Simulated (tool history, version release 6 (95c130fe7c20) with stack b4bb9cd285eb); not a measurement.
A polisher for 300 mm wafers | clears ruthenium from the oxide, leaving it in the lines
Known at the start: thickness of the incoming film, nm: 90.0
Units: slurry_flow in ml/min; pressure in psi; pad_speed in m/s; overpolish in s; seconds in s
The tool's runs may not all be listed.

run,hour,slurry_flow,pressure,pad_speed,overpolish,seconds
1,0.0,190,1.3,1.12,8,120.35
2,7.0,195,1.4,1.12,8,113.40
3,15.4,195,1.4,1.12,6,111.57
4,23.9,195,1.1,1.12,6,137.39
5,25.4,200,1.2,1.12,6,129.25
6,32.0,200,1.2,0.84,6,167.19
7,38.8,225,1.6,0.86,6,125.68

The next listed run, before its measurement:
8,43.5,225,1.7,0.86,6,?

Run 8 gave seconds 119.97 s.

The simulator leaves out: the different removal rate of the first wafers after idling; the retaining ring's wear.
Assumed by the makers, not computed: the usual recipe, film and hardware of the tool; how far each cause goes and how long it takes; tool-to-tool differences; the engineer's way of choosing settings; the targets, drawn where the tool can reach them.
